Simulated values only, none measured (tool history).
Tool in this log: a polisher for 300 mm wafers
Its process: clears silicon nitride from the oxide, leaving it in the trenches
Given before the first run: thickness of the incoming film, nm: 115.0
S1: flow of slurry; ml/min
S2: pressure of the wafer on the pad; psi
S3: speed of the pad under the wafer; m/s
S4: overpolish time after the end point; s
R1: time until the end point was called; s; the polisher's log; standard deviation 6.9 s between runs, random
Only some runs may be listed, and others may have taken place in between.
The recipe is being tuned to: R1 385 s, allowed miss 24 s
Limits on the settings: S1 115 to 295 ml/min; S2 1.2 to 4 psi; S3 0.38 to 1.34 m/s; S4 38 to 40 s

run  hour   S1   S2    S3  S4      R1
  1     0  190  2.6  0.86  38  195.52
  2   4.9  190  2.3  0.82  38  226.59
  3  11.7  190    2  0.82  38  263.11
  4  12.9  190  1.8   0.8  38  302.92
  5  21.4  190  2.3   0.8  38  239.29
  6    27  190  2.3  0.66  38  288.42
  7    34  190  2.2  0.66  38  292.29
  8  40.4  190  2.2  0.66  38  294.98
  9  46.4  190  2.1  0.66  38  311.47
 10  49.3  190  2.1  0.66  38  308.41
 11  51.6  190    2  0.66  38  334.91
 12  57.4  190  1.9  0.66  38  335.88
 13  65.3  190  1.8  0.66  38  364.38

Of the 5 settings listed for the next run, only one would bring every result within its allowed miss of target. Which one?
  A  73.2  200  1.8  0.76  40   ?
  B  73.2  205  2.3  0.52  40   ?
  C  73.2  215  2.5  0.42  40   ?
  D  73.2  185    2  0.66  40   ?
  E  73.2  220  1.8  0.74  40   ?

move      R1
   A  312.07
   B  352.24
   C  394.07
   D  326.58
   E  315.99
A: the biggest miss grows against the last run
B: the biggest miss grows against the last run
C: every result lands within tolerance
D: the biggest miss grows against the last run
E: the biggest miss grows against the last run
Move C is the one to make.
